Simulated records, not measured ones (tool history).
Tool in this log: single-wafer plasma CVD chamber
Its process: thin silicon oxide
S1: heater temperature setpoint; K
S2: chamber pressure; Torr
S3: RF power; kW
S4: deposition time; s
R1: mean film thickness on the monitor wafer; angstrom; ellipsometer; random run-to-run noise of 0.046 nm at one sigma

run 1 hour=0.0 | S1=678.15 S2=0.909 S3=0.295 S4=8.46 | R1=157.57
run 2 hour=5.1 | S1=682.15 S2=0.909 S3=0.295 S4=8.46 | R1=156.17
run 3 hour=8.2 | S1=682.15 S2=0.909 S3=0.295 S4=8.73 | R1=162.14
run 4 hour=13.5 | S1=676.15 S2=0.909 S3=0.295 S4=8.73 | R1=162.67
run 5 hour=21.9 | S1=676.15 S2=0.909 S3=0.295 S4=8.46 | R1=157.60
run 6 hour=28.3 | S1=686.15 S2=0.909 S3=0.295 S4=8.46 | R1=155.86
run 7 hour=32.4 | S1=686.15 S2=0.883 S3=0.295 S4=8.46 | R1=152.98
run 8 hour=40.1 | S1=686.15 S2=0.701 S3=0.290 S4=8.46 | R1=128.11
run 9 hour=41.2 | S1=686.15 S2=0.697 S3=0.290 S4=8.46 | R1=127.43

Forecast run 10:
run 10 hour=48.2 | S1=686.15 S2=0.693 S3=0.290 S4=8.46 | R1=?

R1: 126.68 angstrom
